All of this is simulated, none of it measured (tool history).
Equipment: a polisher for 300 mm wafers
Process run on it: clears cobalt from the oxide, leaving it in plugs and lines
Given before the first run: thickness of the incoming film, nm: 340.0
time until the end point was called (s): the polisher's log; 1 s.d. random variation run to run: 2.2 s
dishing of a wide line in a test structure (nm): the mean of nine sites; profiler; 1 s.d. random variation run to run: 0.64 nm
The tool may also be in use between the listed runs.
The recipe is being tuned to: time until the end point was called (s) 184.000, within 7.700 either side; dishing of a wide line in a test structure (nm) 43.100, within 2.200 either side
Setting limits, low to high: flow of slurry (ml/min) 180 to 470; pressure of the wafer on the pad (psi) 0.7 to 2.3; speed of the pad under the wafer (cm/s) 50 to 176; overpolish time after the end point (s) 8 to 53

| run | hour | flow of slurry (ml/min) | pressure of the wafer on the pad (psi) | speed of the pad under the wafer (cm/s) | overpolish time after the end point (s) | time until the end point was called (s) | dishing of a wide line in a test structure (nm) |
|---|---|---|---|---|---|---|---|
| 1 | 0.0 | 300 | 1.5 | 112 | 27 | 85.668 | 54.396 |
| 2 | 1.9 | 300 | 1.4 | 108 | 28 | 95.502 | 53.087 |
| 3 | 7.6 | 300 | 1.4 | 108 | 38 | 95.221 | 58.447 |
| 4 | 9.0 | 300 | 1.4 | 108 | 44 | 97.559 | 61.003 |
| 5 | 16.3 | 300 | 1.4 | 108 | 38 | 95.850 | 59.744 |
| 6 | 22.7 | 300 | 1.3 | 104 | 36 | 108.290 | 55.784 |
| 7 | 30.3 | 300 | 1.2 | 102 | 34 | 117.960 | 53.437 |
| 8 | 35.5 | 300 | 1.1 | 100 | 33 | 129.850 | 49.027 |
| 9 | 37.7 | 300 | 1.0 | 100 | 33 | 143.520 | 48.587 |
| 10 | 44.7 | 300 | 1.0 | 100 | 33 | 143.590 | 47.860 |
| 11 | 45.4 | 300 | 0.8 | 100 | 33 | 178.450 | 42.523 |
| 12 | 49.5 | 300 | 0.8 | 100 | 33 | 178.430 | 42.213 |
| 13 | 56.7 | 300 | 0.8 | 100 | 35 | 174.110 | 44.195 |
| 14 | 65.4 | 300 | 0.7 | 100 | 35 | 197.850 | 40.658 |
| 15 | 71.8 | 300 | 0.8 | 100 | 36 | 181.060 | 43.814 |
| 16 | 80.2 | 300 | 0.8 | 100 | 35 | 178.490 | 43.844 |
| 17 | 84.6 | 300 | 0.7 | 100 | 35 | 203.110 | 41.255 |
| 18 | 85.8 | 300 | 0.8 | 100 | 35 | 177.800 | 42.847 |
| 19 | 92.7 | 300 | 0.8 | 100 | 36 | 176.910 | 44.418 |
| 20 | 100.5 | 300 | 0.8 | 100 | 35 | 178.850 | 44.121 |
| 21 | 103.1 | 300 | 0.8 | 100 | 34 | 177.750 | 43.203 |
| 22 | 111.6 | 300 | 0.8 | 100 | 35 | 174.940 | 44.346 |
| 23 | 112.5 | 300 | 0.7 | 100 | 35 | 200.310 | 41.141 |

Which of these 4 next moves meets every target?
| A | 113.4 | 295 | 1.0 | 72 | 44 | ? | ? |
| B | 113.4 | 230 | 0.8 | 98 | 35 | ? | ? |
| C | 113.4 | 305 | 0.7 | 108 | 29 | ? | ? |
| D | 113.4 | 290 | 0.8 | 84 | 46 | ? | ? |

| move | time until the end point was called (s) | dishing of a wide line in a test structure (nm) |
|---|---|---|
| A | 191.030 | 48.281 |
| B | 183.800 | 43.478 |
| C | 184.490 | 38.707 |
| D | 205.910 | 47.599 |
A: meets the target for the result that was furthest off, but another lies outside its allowed miss
B: hits every target within its allowed miss
C: meets the target for the result that was furthest off, but another lies outside its allowed miss
D: misses by more than the last run did
So the answer is move B, the one that meets all the targets.
